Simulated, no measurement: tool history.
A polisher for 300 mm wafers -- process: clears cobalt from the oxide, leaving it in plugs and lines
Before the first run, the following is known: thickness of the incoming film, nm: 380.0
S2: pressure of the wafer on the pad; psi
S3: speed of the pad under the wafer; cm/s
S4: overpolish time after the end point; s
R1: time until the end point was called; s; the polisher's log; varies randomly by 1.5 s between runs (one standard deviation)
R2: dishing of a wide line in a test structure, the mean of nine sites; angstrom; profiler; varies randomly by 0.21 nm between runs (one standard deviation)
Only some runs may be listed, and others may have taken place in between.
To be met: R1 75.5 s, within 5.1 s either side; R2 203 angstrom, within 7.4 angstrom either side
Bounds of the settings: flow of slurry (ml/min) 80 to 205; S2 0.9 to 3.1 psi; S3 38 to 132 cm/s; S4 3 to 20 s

{"run": 1, "day": 0.0, "flow of slurry (ml/min)": 135, "S2": 2, "S3": 84, "S4": 10, "R1": 105.51, "R2": 261.47}
{"run": 2, "day": 0.254, "flow of slurry (ml/min)": 140, "S2": 2.2, "S3": 84, "S4": 8, "R1": 97.774, "R2": 241.89}
{"run": 3, "day": 0.471, "flow of slurry (ml/min)": 140, "S2": 2.2, "S3": 84, "S4": 12, "R1": 91.451, "R2": 317.55}
{"run": 4, "day": 0.808, "flow of slurry (ml/min)": 160, "S2": 2.2, "S3": 84, "S4": 12, "R1": 90.322, "R2": 320.23}
{"run": 5, "day": 0.862, "flow of slurry (ml/min)": 165, "S2": 2.4, "S3": 82, "S4": 9, "R1": 87.338, "R2": 283.46}
{"run": 6, "day": 1.05, "flow of slurry (ml/min)": 135, "S2": 2.4, "S3": 86, "S4": 7, "R1": 85.849, "R2": 237.89}
{"run": 7, "day": 1.279, "flow of slurry (ml/min)": 135, "S2": 2.7, "S3": 88, "S4": 3, "R1": 76.26, "R2": 133.49}
{"run": 8, "day": 1.625, "flow of slurry (ml/min)": 140, "S2": 2.5, "S3": 96, "S4": 4, "R1": 75.422, "R2": 168.51}
{"run": 9, "day": 1.958, "flow of slurry (ml/min)": 150, "S2": 2.4, "S3": 98, "S4": 4, "R1": 78.032, "R2": 167.33}

4 candidate next runs follow, results not yet known. Just one meets every target within its allowed miss. Identify it.
{"run": "A", "day": 2.292, "flow of slurry (ml/min)": 170, "S2": 2.4, "S3": 98, "S4": 4, "R1": "?", "R2": "?"}
{"run": "B", "day": 2.292, "flow of slurry (ml/min)": 155, "S2": 2.3, "S3": 94, "S4": 5, "R1": "?", "R2": "?"}
{"run": "C", "day": 2.292, "flow of slurry (ml/min)": 155, "S2": 2.3, "S3": 106, "S4": 5, "R1": "?", "R2": "?"}
{"run": "D", "day": 2.292, "flow of slurry (ml/min)": 160, "S2": 2.6, "S3": 92, "S4": 3, "R1": "?", "R2": "?"}

move=A R1=76.947 R2=168.8
move=B R1=84.128 R2=188.16
move=C R1=76.398 R2=202.95
move=D R1=75.537 R2=134.57
A: neither nearer nor further off than the last run
B: closes in on the targets versus the last run, not all within tolerance yet
C: hits every target within its allowed miss
D: the biggest miss grows against the last run
The move that meets every target is C.
